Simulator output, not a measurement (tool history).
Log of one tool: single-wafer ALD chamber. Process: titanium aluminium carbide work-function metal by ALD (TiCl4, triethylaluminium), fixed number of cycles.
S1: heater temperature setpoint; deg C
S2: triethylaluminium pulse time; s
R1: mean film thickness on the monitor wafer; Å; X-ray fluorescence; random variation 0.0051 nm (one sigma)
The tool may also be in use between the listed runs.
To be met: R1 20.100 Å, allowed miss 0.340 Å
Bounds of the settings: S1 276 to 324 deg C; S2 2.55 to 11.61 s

run  hour   S1    S2      R1
  1   0.0  300  7.08  18.544
  2   2.2  300  5.88  17.989
  3   8.3  304  6.11  18.453
  4  13.1  315  6.11  19.253
  5  18.0  316  6.21  19.343
  6  22.4  306  6.21  18.635
  7  28.6  309  6.37  18.864
  8  31.6  311  6.53  19.038
  9  32.6  313  6.71  19.276
 10  40.2  315  6.83  19.660
 11  42.7  316  6.87  19.626

Which of these 4 next moves meets every target?
  A  45.2  324  8.73   ?
  B  45.2  323  6.74   ?
  C  45.2  322  5.31   ?
  D  45.2  309  7.98   ?

move      R1
   A  20.955
   B  20.112
   C  19.228
   D  19.592
A: takes the result that was furthest off past its target
B: meets every target
C: further off than the last run
D: further off than the last run
Move B is the one to make.

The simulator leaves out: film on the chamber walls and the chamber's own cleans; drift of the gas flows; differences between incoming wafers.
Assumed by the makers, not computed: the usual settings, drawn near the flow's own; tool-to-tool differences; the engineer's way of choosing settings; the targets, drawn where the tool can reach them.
